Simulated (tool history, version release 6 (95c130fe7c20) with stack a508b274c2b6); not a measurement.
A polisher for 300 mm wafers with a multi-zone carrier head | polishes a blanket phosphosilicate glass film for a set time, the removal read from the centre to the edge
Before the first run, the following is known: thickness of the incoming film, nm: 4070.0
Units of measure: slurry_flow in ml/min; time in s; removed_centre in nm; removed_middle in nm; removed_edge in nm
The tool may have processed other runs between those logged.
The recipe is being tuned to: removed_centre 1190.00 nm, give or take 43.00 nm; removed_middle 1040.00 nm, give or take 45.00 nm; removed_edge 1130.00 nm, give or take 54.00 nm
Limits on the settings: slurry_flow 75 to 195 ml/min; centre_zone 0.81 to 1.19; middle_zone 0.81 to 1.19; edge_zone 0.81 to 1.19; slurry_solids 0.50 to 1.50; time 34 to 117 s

Run 1, day 0.000: slurry_flow 125 ml/min, centre_zone 1.00, middle_zone 1.00, edge_zone 1.00, slurry_solids 1.00, time 75 s. Result: removed_centre 714.02 nm, removed_middle 722.95 nm, removed_edge 716.43 nm.
Run 2, day 0.062: slurry_flow 125 ml/min, centre_zone 1.00, middle_zone 0.94, edge_zone 1.00, slurry_solids 1.00, time 75 s. Result: removed_centre 704.77 nm, removed_middle 689.75 nm, removed_edge 734.33 nm.
Run 3, day 0.129: slurry_flow 125 ml/min, centre_zone 1.00, middle_zone 0.94, edge_zone 1.00, slurry_solids 1.00, time 62 s. Result: removed_centre 593.21 nm, removed_middle 551.61 nm, removed_edge 597.95 nm.
Run 4, day 0.221: slurry_flow 135 ml/min, centre_zone 1.04, middle_zone 0.94, edge_zone 1.03, slurry_solids 1.15, time 69 s. Result: removed_centre 742.24 nm, removed_middle 695.56 nm, removed_edge 726.91 nm.
Run 5, day 0.388: slurry_flow 140 ml/min, centre_zone 1.07, middle_zone 0.91, edge_zone 1.06, slurry_solids 1.25, time 74 s. Result: removed_centre 863.78 nm, removed_middle 741.30 nm, removed_edge 842.84 nm.
Run 6, day 0.588: slurry_flow 130 ml/min, centre_zone 1.07, middle_zone 0.91, edge_zone 1.06, slurry_solids 1.25, time 74 s. Result: removed_centre 853.54 nm, removed_middle 729.23 nm, removed_edge 800.12 nm.
Run 7, day 0.638: slurry_flow 150 ml/min, centre_zone 1.09, middle_zone 0.93, edge_zone 1.08, slurry_solids 1.35, time 76 s. Result: removed_centre 952.37 nm, removed_middle 819.63 nm, removed_edge 906.40 nm.
Run 8, day 0.958: slurry_flow 185 ml/min, centre_zone 1.17, middle_zone 1.02, edge_zone 1.14, slurry_solids 1.50, time 82 s. Result: removed_centre 1178.30 nm, removed_middle 1044.00 nm, removed_edge 1045.50 nm.
Run 9, day 1.242: slurry_flow 185 ml/min, centre_zone 1.16, middle_zone 1.00, edge_zone 1.16, slurry_solids 1.50, time 83 s. Result: removed_centre 1197.50 nm, removed_middle 1017.90 nm, removed_edge 1042.20 nm.

Which single option among these 5 for the next run brings every result within its allowed miss of target? Just one does.
Run A, day 1.525: slurry_flow 145 ml/min, centre_zone 1.09, middle_zone 0.84, edge_zone 1.19, slurry_solids 1.50, time 92 s. Result: removed_centre ?, removed_middle ?, removed_edge ?.
Run B, day 1.525: slurry_flow 195 ml/min, centre_zone 1.19, middle_zone 0.93, edge_zone 1.07, slurry_solids 1.50, time 82 s. Result: removed_centre ?, removed_middle ?, removed_edge ?.
Run C, day 1.525: slurry_flow 195 ml/min, centre_zone 1.19, middle_zone 1.10, edge_zone 1.11, slurry_solids 1.45, time 80 s. Result: removed_centre ?, removed_middle ?, removed_edge ?.
Run D, day 1.525: slurry_flow 195 ml/min, centre_zone 1.17, middle_zone 1.01, edge_zone 1.03, slurry_solids 1.50, time 79 s. Result: removed_centre ?, removed_middle ?, removed_edge ?.
Run E, day 1.525: slurry_flow 190 ml/min, centre_zone 1.08, middle_zone 0.94, edge_zone 1.13, slurry_solids 1.35, time 91 s. Result: removed_centre ?, removed_middle ?, removed_edge ?.

move  removed_centre  removed_middle  removed_edge
   A         1191.90          943.88       1159.30
   B         1232.90          965.05       1032.90
   C         1188.70         1071.10       1005.40
   D         1168.30          996.63        981.16
   E         1185.30         1033.10       1117.70
A: the furthest-off result lands on target, but another misses its tolerance
B: the biggest miss grows against the last run
C: the biggest miss grows against the last run
D: the biggest miss grows against the last run
E: every result within its allowed miss
Go with E: it meets all targets.

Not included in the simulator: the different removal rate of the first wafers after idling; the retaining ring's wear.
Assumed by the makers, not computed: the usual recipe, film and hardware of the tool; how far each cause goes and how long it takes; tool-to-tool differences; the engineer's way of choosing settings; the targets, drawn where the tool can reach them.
